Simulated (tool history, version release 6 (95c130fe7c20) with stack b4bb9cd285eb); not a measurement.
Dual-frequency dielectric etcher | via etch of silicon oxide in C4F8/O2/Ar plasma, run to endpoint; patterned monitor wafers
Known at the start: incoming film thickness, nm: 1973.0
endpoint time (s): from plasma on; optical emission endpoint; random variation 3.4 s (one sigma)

run  hour  source power (kW)  bias power (kW)  endpoint time (s)
  1   0.0              1.710            2.594             368.04
  2   6.3              1.710            3.047             343.62
  3  12.4              1.940            3.047             324.45
  4  14.1              1.730            3.047             344.05
  5  15.8              1.650            2.975             352.23
  6  23.5              1.850            2.975             337.53
  7  26.1              1.760            2.883             345.73

Run 8 comes next. What will it give?
  8  30.4              1.680            2.804                  ?

{"run 8": {"endpoint time (s)": 354.57}}

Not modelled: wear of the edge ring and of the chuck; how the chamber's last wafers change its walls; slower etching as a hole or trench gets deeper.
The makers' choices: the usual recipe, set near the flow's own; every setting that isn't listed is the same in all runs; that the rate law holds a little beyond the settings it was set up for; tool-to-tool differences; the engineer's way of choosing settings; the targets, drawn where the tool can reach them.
